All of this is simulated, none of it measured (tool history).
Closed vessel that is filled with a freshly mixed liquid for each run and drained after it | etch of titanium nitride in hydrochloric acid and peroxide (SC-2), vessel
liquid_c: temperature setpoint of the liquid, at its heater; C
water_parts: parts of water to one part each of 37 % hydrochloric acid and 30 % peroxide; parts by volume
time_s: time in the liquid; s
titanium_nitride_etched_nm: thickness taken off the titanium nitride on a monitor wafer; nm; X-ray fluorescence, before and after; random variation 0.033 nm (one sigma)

{"run": 1, "hour": 0.0, "liquid_c": 50, "water_parts": 11, "time_s": 545, "titanium_nitride_etched_nm": 13.455}
{"run": 2, "hour": 9.4, "liquid_c": 47.5, "water_parts": 11, "time_s": 545, "titanium_nitride_etched_nm": 11.472}
{"run": 3, "hour": 17.9, "liquid_c": 45.5, "water_parts": 11, "time_s": 545, "titanium_nitride_etched_nm": 9.9283}
{"run": 4, "hour": 20.6, "liquid_c": 44, "water_parts": 11, "time_s": 545, "titanium_nitride_etched_nm": 8.9234}
{"run": 5, "hour": 25.7, "liquid_c": 44, "water_parts": 12.5, "time_s": 545, "titanium_nitride_etched_nm": 7.9835}
{"run": 6, "hour": 27.1, "liquid_c": 44, "water_parts": 14.5, "time_s": 545, "titanium_nitride_etched_nm": 7.1427}
{"run": 7, "hour": 28.5, "liquid_c": 43, "water_parts": 14.5, "time_s": 545, "titanium_nitride_etched_nm": 6.6365}
{"run": 8, "hour": 34.4, "liquid_c": 42.5, "water_parts": 14.5, "time_s": 545, "titanium_nitride_etched_nm": 6.3307}
{"run": 9, "hour": 37.2, "liquid_c": 42, "water_parts": 14.5, "time_s": 545, "titanium_nitride_etched_nm": 6.0732}
{"run": 10, "hour": 43.6, "liquid_c": 41.5, "water_parts": 14.5, "time_s": 545, "titanium_nitride_etched_nm": 5.8764}
{"run": 11, "hour": 51.3, "liquid_c": 41, "water_parts": 14.5, "time_s": 545, "titanium_nitride_etched_nm": 5.6346}
{"run": 12, "hour": 55.3, "liquid_c": 40.5, "water_parts": 14.5, "time_s": 545, "titanium_nitride_etched_nm": 5.5183}

Run 13 comes next. What will it give?
{"run": 13, "hour": 61.1, "liquid_c": 37.5, "water_parts": 14.5, "time_s": 545, "titanium_nitride_etched_nm": "?"}

titanium_nitride_etched_nm: 4.46 nm

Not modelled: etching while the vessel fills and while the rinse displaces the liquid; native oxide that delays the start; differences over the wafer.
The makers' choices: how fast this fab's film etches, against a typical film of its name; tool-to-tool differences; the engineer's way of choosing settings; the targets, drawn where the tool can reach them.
